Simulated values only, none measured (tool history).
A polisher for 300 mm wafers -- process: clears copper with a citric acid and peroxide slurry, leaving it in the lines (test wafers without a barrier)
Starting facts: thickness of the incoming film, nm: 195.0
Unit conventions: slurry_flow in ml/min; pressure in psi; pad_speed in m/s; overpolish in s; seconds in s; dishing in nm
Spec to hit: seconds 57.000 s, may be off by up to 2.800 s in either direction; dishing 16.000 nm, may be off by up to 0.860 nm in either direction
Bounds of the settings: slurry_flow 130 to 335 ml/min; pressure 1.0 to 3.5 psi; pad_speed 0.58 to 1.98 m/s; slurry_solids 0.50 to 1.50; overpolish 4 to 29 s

{"run": 1, "hour": 0.0, "slurry_flow": 215, "pressure": 2.2, "pad_speed": 1.28, "slurry_solids": 1.0, "overpolish": 15, "seconds": 94.261, "dishing": 22.179}
{"run": 2, "hour": 3.1, "slurry_flow": 215, "pressure": 2.4, "pad_speed": 1.3, "slurry_solids": 1.0, "overpolish": 13, "seconds": 87.565, "dishing": 21.429}
{"run": 3, "hour": 5.1, "slurry_flow": 215, "pressure": 2.4, "pad_speed": 1.06, "slurry_solids": 1.0, "overpolish": 13, "seconds": 108.91, "dishing": 18.205}
{"run": 4, "hour": 11.2, "slurry_flow": 215, "pressure": 2.4, "pad_speed": 1.06, "slurry_solids": 1.2, "overpolish": 13, "seconds": 101.09, "dishing": 19.241}
{"run": 5, "hour": 13.4, "slurry_flow": 215, "pressure": 2.4, "pad_speed": 1.06, "slurry_solids": 1.35, "overpolish": 13, "seconds": 97.03, "dishing": 19.597}
{"run": 6, "hour": 19.0, "slurry_flow": 205, "pressure": 2.5, "pad_speed": 1.14, "slurry_solids": 1.4, "overpolish": 11, "seconds": 86.494, "dishing": 19.0}
{"run": 7, "hour": 27.8, "slurry_flow": 190, "pressure": 2.6, "pad_speed": 1.2, "slurry_solids": 1.4, "overpolish": 9, "seconds": 78.54, "dishing": 16.79}
{"run": 8, "hour": 29.4, "slurry_flow": 195, "pressure": 2.7, "pad_speed": 1.2, "slurry_solids": 1.4, "overpolish": 8, "seconds": 76.402, "dishing": 15.734}
{"run": 9, "hour": 34.0, "slurry_flow": 195, "pressure": 2.9, "pad_speed": 1.2, "slurry_solids": 1.4, "overpolish": 8, "seconds": 72.304, "dishing": 16.5}
{"run": 10, "hour": 37.0, "slurry_flow": 195, "pressure": 3.0, "pad_speed": 1.22, "slurry_solids": 1.4, "overpolish": 7, "seconds": 68.51, "dishing": 15.784}
{"run": 11, "hour": 44.0, "slurry_flow": 195, "pressure": 3.1, "pad_speed": 1.22, "slurry_solids": 1.4, "overpolish": 7, "seconds": 65.353, "dishing": 16.16}
{"run": 12, "hour": 50.2, "slurry_flow": 195, "pressure": 3.2, "pad_speed": 1.22, "slurry_solids": 1.4, "overpolish": 7, "seconds": 64.201, "dishing": 17.042}
{"run": 13, "hour": 56.1, "slurry_flow": 195, "pressure": 3.3, "pad_speed": 1.22, "slurry_solids": 1.4, "overpolish": 7, "seconds": 62.86, "dishing": 17.011}

Consider the 5 candidate settings below. Which is the only one whose results all fall within their allowed miss of target?
{"run": "A", "hour": 62.0, "slurry_flow": 195, "pressure": 3.2, "pad_speed": 1.24, "slurry_solids": 1.45, "overpolish": 8, "seconds": "?", "dishing": "?"}
{"run": "B", "hour": 62.0, "slurry_flow": 230, "pressure": 3.2, "pad_speed": 1.46, "slurry_solids": 1.5, "overpolish": 6, "seconds": "?", "dishing": "?"}
{"run": "C", "hour": 62.0, "slurry_flow": 130, "pressure": 3.5, "pad_speed": 1.2, "slurry_solids": 1.5, "overpolish": 7, "seconds": "?", "dishing": "?"}
{"run": "D", "hour": 62.0, "slurry_flow": 180, "pressure": 3.5, "pad_speed": 1.08, "slurry_solids": 1.4, "overpolish": 8, "seconds": "?", "dishing": "?"}
{"run": "E", "hour": 62.0, "slurry_flow": 190, "pressure": 3.3, "pad_speed": 1.34, "slurry_solids": 1.45, "overpolish": 6, "seconds": "?", "dishing": "?"}

move=A seconds=62.982 dishing=18.689
move=B seconds=51.950 dishing=17.190
move=C seconds=63.804 dishing=16.454
move=D seconds=67.567 dishing=17.605
move=E seconds=56.873 dishing=15.874
A: its largest miss is bigger than the last run's
B: moves the result that the last run missed by most past its target, out the other side
C: its largest miss is bigger than the last run's
D: its largest miss is bigger than the last run's
E: hits every target within its allowed miss
Move E is the one to make.
